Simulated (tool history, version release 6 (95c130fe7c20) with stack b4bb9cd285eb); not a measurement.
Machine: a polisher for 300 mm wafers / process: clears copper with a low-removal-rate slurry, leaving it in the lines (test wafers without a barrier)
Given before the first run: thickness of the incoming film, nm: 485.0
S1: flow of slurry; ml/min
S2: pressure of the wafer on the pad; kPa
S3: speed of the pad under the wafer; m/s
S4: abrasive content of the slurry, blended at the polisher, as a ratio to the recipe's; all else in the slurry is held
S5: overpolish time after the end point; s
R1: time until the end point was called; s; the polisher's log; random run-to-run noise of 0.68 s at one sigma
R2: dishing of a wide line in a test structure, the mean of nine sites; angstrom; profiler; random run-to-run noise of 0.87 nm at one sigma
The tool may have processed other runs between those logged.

run	hour	S1	S2	S3	S4	S5	R1	R2
1	0	230	27.6	1.34	1	9	105.94	253.08
2	2.8	230	27.6	1.34	0.85	9	106.79	243.97
3	11.4	235	29	1.34	0.85	10	102.41	293.91
4	18	235	29	1.34	0.95	10	102.19	294.01
5	23.1	235	30.3	1.34	0.95	10	96.953	300.96
6	29.9	235	31	1.34	0.95	10	94.003	310.26
7	34.3	235	31.7	1.34	0.95	10	93.691	314.47

Run 8 is up next; what results do you expect?
8	36.8	240	32.4	1.34	0.95	10	?	?

{"run 8": {"R1": 90.337, "R2": 323.52}}

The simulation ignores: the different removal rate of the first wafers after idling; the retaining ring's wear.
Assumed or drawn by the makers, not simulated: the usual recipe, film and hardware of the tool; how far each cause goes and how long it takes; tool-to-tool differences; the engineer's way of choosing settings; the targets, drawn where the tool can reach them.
